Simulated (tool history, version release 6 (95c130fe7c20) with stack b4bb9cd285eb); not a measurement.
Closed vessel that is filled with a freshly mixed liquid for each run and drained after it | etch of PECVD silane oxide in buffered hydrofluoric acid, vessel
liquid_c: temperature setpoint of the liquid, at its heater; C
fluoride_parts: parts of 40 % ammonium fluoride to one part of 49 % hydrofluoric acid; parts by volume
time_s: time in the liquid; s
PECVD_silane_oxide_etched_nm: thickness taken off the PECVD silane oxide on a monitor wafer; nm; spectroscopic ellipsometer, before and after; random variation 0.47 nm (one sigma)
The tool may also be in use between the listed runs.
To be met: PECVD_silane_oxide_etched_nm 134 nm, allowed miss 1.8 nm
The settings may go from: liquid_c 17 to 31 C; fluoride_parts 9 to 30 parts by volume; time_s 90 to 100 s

run 1 hour=0 | liquid_c=23 fluoride_parts=24 time_s=90 | PECVD_silane_oxide_etched_nm=122.62
run 2 hour=8.4 | liquid_c=23 fluoride_parts=29.5 time_s=90 | PECVD_silane_oxide_etched_nm=106.08
run 3 hour=14 | liquid_c=25 fluoride_parts=29.5 time_s=90 | PECVD_silane_oxide_etched_nm=118.87
run 4 hour=21.8 | liquid_c=22.5 fluoride_parts=29.5 time_s=90 | PECVD_silane_oxide_etched_nm=103.99
run 5 hour=27 | liquid_c=22.5 fluoride_parts=29.5 time_s=90 | PECVD_silane_oxide_etched_nm=103.8
run 6 hour=29.4 | liquid_c=21 fluoride_parts=29.5 time_s=90 | PECVD_silane_oxide_etched_nm=94.939
run 7 hour=34.7 | liquid_c=21.5 fluoride_parts=29.5 time_s=90 | PECVD_silane_oxide_etched_nm=97.225
run 8 hour=42.4 | liquid_c=22 fluoride_parts=29.5 time_s=90 | PECVD_silane_oxide_etched_nm=100.37
run 9 hour=51.4 | liquid_c=22.5 fluoride_parts=29.5 time_s=90 | PECVD_silane_oxide_etched_nm=103.66
run 10 hour=53.2 | liquid_c=23 fluoride_parts=29.5 time_s=90 | PECVD_silane_oxide_etched_nm=106.7
run 11 hour=56.6 | liquid_c=23.5 fluoride_parts=29.5 time_s=90 | PECVD_silane_oxide_etched_nm=108.24
run 12 hour=59.8 | liquid_c=24 fluoride_parts=29.5 time_s=90 | PECVD_silane_oxide_etched_nm=111.96
run 13 hour=62.7 | liquid_c=24.5 fluoride_parts=29.5 time_s=90 | PECVD_silane_oxide_etched_nm=115.27
run 14 hour=71.2 | liquid_c=25 fluoride_parts=29.5 time_s=90 | PECVD_silane_oxide_etched_nm=118.95
-- hour=79.4 hydrofluoric acid flow meter replaced
run 15 hour=79.4 | liquid_c=26.5 fluoride_parts=29.5 time_s=90 | PECVD_silane_oxide_etched_nm=122.6

Which of these 5 next moves meets every target?
run A hour=87.6 | liquid_c=27.5 fluoride_parts=30 time_s=90 | PECVD_silane_oxide_etched_nm=?
run B hour=87.6 | liquid_c=25.5 fluoride_parts=27.5 time_s=95 | PECVD_silane_oxide_etched_nm=?
run C hour=87.6 | liquid_c=26.5 fluoride_parts=29.5 time_s=95 | PECVD_silane_oxide_etched_nm=?
run D hour=87.6 | liquid_c=25.5 fluoride_parts=29.5 time_s=100 | PECVD_silane_oxide_etched_nm=?
run E hour=87.6 | liquid_c=27.5 fluoride_parts=28 time_s=90 | PECVD_silane_oxide_etched_nm=?

move=A PECVD_silane_oxide_etched_nm=127.31
move=B PECVD_silane_oxide_etched_nm=127.98
move=C PECVD_silane_oxide_etched_nm=128.78
move=D PECVD_silane_oxide_etched_nm=128.38
move=E PECVD_silane_oxide_etched_nm=133.47
A: nearer than the last run, and not there yet
B: nearer than the last run, and not there yet
C: nearer than the last run, and not there yet
D: nearer than the last run, and not there yet
E: meets every target
The right move is E.
